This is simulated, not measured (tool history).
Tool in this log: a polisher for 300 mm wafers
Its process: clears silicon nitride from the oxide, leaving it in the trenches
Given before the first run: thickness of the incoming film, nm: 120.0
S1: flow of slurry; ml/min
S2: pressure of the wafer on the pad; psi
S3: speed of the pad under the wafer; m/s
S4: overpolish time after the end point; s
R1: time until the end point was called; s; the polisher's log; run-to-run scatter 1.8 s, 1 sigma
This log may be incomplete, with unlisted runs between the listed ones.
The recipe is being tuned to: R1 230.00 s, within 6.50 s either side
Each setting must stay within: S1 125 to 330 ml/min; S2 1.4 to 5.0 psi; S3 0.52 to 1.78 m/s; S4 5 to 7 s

run	hour	S1	S2	S3	S4	R1
1	0.0	210	3.2	1.14	7	115.71
2	3.2	210	2.4	1.14	7	155.16
3	4.8	210	2.4	0.98	7	177.94
4	9.4	210	2.8	0.98	7	153.05
5	10.0	210	2.2	0.98	7	193.88
6	17.3	250	2.2	0.98	7	189.98
7	23.7	250	2.1	0.98	7	198.43
8	27.8	250	2.0	0.98	7	209.72
9	31.1	250	2.0	0.98	7	207.81
10	37.3	250	1.9	0.98	7	216.16

Next run, 4 choices. One meets every target within its allowed miss, the rest don't. Which?
A	43.5	235	1.6	1.06	7	?
B	43.5	235	1.8	1.12	7	?
C	43.5	260	1.7	1.02	5	?
D	43.5	235	1.8	0.94	7	?

move	R1
A	241.89
B	205.18
C	234.38
D	243.05
A: moves the result that the last run missed by most past its target, out the other side
B: lands further from the targets than the last run did
C: every result lands within tolerance
D: moves the result that the last run missed by most past its target, out the other side
The move that meets every target is C.

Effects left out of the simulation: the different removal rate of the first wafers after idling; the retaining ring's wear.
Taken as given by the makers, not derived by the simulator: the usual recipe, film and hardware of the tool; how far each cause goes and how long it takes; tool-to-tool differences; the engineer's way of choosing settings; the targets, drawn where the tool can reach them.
